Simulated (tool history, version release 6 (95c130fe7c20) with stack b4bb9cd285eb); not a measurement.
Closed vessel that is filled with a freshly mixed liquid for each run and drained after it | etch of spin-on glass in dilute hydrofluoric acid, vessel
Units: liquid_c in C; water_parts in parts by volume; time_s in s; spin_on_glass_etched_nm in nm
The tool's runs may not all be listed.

run,hour,liquid_c,water_parts,time_s,spin_on_glass_etched_nm
1,0.0,24.0,50,110,72.502
2,7.1,23.0,50,110,69.854
3,14.5,26.5,50,110,80.202
4,19.6,26.5,65,110,60.557
5,20.8,26.5,65,110,60.437
6,28.3,26.5,65,120,66.303

Forecast run 7:
7,37.3,26.0,65,120,?

Run 7 gave spin_on_glass_etched_nm 65.268 nm.

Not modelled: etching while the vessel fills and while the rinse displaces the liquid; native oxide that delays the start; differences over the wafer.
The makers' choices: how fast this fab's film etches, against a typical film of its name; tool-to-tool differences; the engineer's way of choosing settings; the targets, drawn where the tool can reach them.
